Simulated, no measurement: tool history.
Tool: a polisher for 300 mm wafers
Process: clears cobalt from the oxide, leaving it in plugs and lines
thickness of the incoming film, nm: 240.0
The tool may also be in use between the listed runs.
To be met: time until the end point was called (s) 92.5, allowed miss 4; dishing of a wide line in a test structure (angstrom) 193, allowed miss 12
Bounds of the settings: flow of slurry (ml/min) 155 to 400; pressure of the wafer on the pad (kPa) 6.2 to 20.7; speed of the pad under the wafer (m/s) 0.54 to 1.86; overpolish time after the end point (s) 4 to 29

run,hour,flow of slurry (ml/min),pressure of the wafer on the pad (kPa),speed of the pad under the wafer (m/s),overpolish time after the end point (s),time until the end point was called (s),dishing of a wide line in a test structure (angstrom)
1,0,255,13.1,1.18,15,45.374,331.68
2,4.9,250,11,1.12,12,57.062,277.21
3,9.4,250,11,1.12,18,55.576,324.22
4,11.7,250,11,0.9,18,69.521,303.11
5,15.8,245,10.3,0.9,14,71.61,270.27
6,19.1,245,9.7,0.9,11,79.127,226.22
7,21.1,245,7.6,0.9,8,100.18,154.74
8,23.3,245,7.6,0.88,9,100.76,168.31

4 next moves are on the table. One of them brings every result within its allowed miss. Which?
A,25.5,250,6.9,0.86,10,?,?
B,25.5,385,9,0.78,13,?,?
C,25.5,240,8.3,0.8,10,?,?
D,25.5,225,8.3,0.9,10,?,?

move,time until the end point was called (s),dishing of a wide line in a test structure (angstrom)
A,112.16,171.18
B,93.012,230.21
C,101.44,183.68
D,91.103,197.47
A: further off than the last run
B: brings the result that was furthest off to its target, and leaves another outside
C: further off than the last run
D: meets every target
The right move is D.
